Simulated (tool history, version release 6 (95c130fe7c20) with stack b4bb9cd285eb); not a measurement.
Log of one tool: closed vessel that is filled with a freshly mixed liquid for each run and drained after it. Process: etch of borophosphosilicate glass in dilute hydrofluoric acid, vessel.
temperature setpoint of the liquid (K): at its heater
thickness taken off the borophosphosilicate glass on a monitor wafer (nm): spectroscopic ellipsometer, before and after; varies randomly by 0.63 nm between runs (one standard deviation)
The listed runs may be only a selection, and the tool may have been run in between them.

run  hour  temperature setpoint of the liquid (K)  parts of water to one part of 49 % hydrofluoric acid (parts by volume)  time in the liquid (s)  thickness taken off the borophosphosilicate glass on a monitor wafer (nm)
  1   0.0                                  295.15                                                                     125                     365                                                                     65.820
  2   6.5                                  295.15                                                                     125                     395                                                                     70.893
  3   7.4                                  296.65                                                                     125                     395                                                                     75.771
  4  11.1                                  298.65                                                                     110                     395                                                                     94.535
  5  18.8                                  296.15                                                                     110                     395                                                                     86.342
  6  24.1                                  298.15                                                                     100                     395                                                                    103.200
     32.1  -- thermometer replaced
  7  32.1                                  299.65                                                                      90                     395                                                                    131.570

What does the tool deliver on the next run?
  8  33.2                                  300.65                                                                      90                     395                                                                          ?

{"run 8": {"thickness taken off the borophosphosilicate glass on a monitor wafer (nm)": 136.32}}
